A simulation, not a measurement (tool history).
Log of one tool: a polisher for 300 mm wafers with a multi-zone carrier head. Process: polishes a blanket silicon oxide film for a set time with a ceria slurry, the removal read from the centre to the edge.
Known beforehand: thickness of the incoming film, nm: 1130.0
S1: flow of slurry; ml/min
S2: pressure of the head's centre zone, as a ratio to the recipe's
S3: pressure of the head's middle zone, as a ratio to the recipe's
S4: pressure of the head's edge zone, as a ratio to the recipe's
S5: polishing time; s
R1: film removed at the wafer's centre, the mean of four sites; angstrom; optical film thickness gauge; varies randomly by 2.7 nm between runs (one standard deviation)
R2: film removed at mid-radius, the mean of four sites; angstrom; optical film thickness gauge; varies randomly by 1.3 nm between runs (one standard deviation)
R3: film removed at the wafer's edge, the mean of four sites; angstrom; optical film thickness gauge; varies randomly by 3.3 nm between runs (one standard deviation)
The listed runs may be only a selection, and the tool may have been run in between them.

Run 1, day 0.000: S1 145 ml/min, S2 1.00, S3 1.00, S4 1.00, S5 51 s. Result: R1 2364.0 angstrom, R2 2351.8 angstrom, R3 2391.2 angstrom.
Run 2, day 0.254: S1 145 ml/min, S2 1.00, S3 1.00, S4 1.00, S5 56 s. Result: R1 2624.3 angstrom, R2 2572.8 angstrom, R3 2699.9 angstrom.
Run 3, day 0.408: S1 145 ml/min, S2 1.00, S3 1.05, S4 1.00, S5 56 s. Result: R1 2632.2 angstrom, R2 2702.9 angstrom, R3 2678.7 angstrom.
Run 4, day 0.562: S1 145 ml/min, S2 1.05, S3 1.05, S4 1.00, S5 56 s. Result: R1 2693.4 angstrom, R2 2673.5 angstrom, R3 2605.2 angstrom.
Run 5, day 0.896: S1 145 ml/min, S2 1.09, S3 1.05, S4 1.00, S5 56 s. Result: R1 2782.7 angstrom, R2 2722.5 angstrom, R3 2641.1 angstrom.
Run 6, day 0.975: S1 145 ml/min, S2 1.09, S3 1.05, S4 0.93, S5 56 s. Result: R1 2735.1 angstrom, R2 2701.9 angstrom, R3 2612.0 angstrom.
Run 7, day 1.108: S1 130 ml/min, S2 1.04, S3 0.99, S4 0.93, S5 54 s. Result: R1 2561.6 angstrom, R2 2434.2 angstrom, R3 2399.9 angstrom.

Predict the results of run 8:
Run 8, day 1.458: S1 135 ml/min, S2 0.97, S3 0.94, S4 0.96, S5 52 s. Result: R1 ?, R2 ?, R3 ?.

{"run 8": {"R1": 2377.4, "R2": 2238.3, "R3": 2405.8}}

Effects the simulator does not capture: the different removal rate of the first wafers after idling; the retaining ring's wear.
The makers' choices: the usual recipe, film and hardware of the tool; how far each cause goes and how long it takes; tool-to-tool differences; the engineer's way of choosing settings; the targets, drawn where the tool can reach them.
